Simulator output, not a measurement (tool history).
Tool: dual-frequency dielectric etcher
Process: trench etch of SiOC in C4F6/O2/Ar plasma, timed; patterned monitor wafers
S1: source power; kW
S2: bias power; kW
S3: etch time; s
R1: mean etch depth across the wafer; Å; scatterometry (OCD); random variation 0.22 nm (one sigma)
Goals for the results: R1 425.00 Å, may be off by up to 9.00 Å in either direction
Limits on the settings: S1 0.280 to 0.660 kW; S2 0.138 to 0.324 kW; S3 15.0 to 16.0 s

| run | day | S1 | S2 | S3 | R1 |
|---|---|---|---|---|---|
| 1 | 0.000 | 0.470 | 0.231 | 15.0 | 353.29 |
| 2 | 0.267 | 0.400 | 0.231 | 15.0 | 334.41 |
| 3 | 0.567 | 0.480 | 0.231 | 15.0 | 356.63 |
| 4 | 0.679 | 0.480 | 0.245 | 15.0 | 358.84 |
| 5 | 0.896 | 0.520 | 0.256 | 15.0 | 373.12 |
| 6 | 0.962 | 0.450 | 0.256 | 15.0 | 355.59 |
| 7 | 1.212 | 0.550 | 0.300 | 15.0 | 398.44 |
| 8 | 1.342 | 0.570 | 0.303 | 15.0 | 405.86 |
| 9 | 1.512 | 0.580 | 0.305 | 15.0 | 410.54 |

Consider the 4 candidate settings below. Which is the only one whose results all fall within their allowed miss of target?
| A | 1.683 | 0.590 | 0.300 | 15.5 | ? |
| B | 1.683 | 0.540 | 0.274 | 15.5 | ? |
| C | 1.683 | 0.590 | 0.289 | 15.0 | ? |
| D | 1.683 | 0.470 | 0.273 | 16.0 | ? |

| move | R1 |
|---|---|
| A | 417.36 |
| B | 395.72 |
| C | 399.54 |
| D | 391.49 |
A: every result within its allowed miss
B: the biggest miss grows against the last run
C: the biggest miss grows against the last run
D: the biggest miss grows against the last run
A meets every target.
